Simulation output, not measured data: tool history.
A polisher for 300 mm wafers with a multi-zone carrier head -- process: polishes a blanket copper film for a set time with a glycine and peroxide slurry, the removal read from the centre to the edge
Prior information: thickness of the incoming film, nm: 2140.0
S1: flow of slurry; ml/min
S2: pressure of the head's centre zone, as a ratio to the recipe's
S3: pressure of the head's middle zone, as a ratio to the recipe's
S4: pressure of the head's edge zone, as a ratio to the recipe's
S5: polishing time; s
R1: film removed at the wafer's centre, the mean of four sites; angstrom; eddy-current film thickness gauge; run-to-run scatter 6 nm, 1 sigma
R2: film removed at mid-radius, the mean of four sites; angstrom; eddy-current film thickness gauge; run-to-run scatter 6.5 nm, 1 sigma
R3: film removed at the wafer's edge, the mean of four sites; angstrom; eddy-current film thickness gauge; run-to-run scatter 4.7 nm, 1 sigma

run,hour,S1,S2,S3,S4,S5,R1,R2,R3
1,0,175,1,1,1,84,4652.4,4706.8,4730.4
2,6,180,1.02,1,1.02,85,4838.9,4729.7,4853
3,12.6,185,1.03,1.01,1.04,86,4953.2,4870.9,4864.4
4,14.1,185,1.03,1,1.04,88,5133.1,5012.6,4986
5,21,185,1.03,1.08,1.04,88,5133.4,5218.2,5073.3
6,21.9,185,1.11,1.08,1.04,88,5451.9,5211.9,4979.2

For run 7, what comes out?
7,26.9,190,1.11,1.07,1.06,89,?,?,?

Run 7 gave R1 5391 angstrom, R2 5210.7 angstrom, R3 5110.2 angstrom.
